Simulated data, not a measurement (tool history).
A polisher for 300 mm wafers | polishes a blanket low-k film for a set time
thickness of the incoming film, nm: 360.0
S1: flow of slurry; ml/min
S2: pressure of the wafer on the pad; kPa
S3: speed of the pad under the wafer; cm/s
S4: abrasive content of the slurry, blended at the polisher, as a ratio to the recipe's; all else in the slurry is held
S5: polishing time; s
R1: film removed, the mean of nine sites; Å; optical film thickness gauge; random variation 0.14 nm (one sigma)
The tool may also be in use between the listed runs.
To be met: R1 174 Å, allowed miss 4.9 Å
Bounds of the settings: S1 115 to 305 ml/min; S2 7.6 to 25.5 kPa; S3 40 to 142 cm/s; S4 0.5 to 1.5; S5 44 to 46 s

run	hour	S1	S2	S3	S4	S5	R1
1	0	195	16.5	90	1	44	206.49
2	6.3	195	16.5	90	1.1	44	215.05
3	9	190	15.9	90	1.1	44	208.64
4	11.3	190	12.4	90	1.1	44	163.49
5	19.2	190	12.4	70	1.1	44	137.1
6	27.5	190	15.2	70	1.1	44	164.86
7	35.4	195	15.2	70	1.1	44	167.84
8	37.8	200	15.2	70	1.1	44	170.19

4 next moves are on the table. One of them brings every result within its allowed miss. Which?
A	40.2	175	14.5	72	1	46	?
B	40.2	190	11	88	1.4	45	?
C	40.2	195	15.2	64	1.1	45	?
D	40.2	125	15.2	74	1.2	46	?

move	R1
A	158.52
B	160.09
C	159.35
D	170.92
A: further off than the last run
B: further off than the last run
C: further off than the last run
D: meets every target
Answer: D
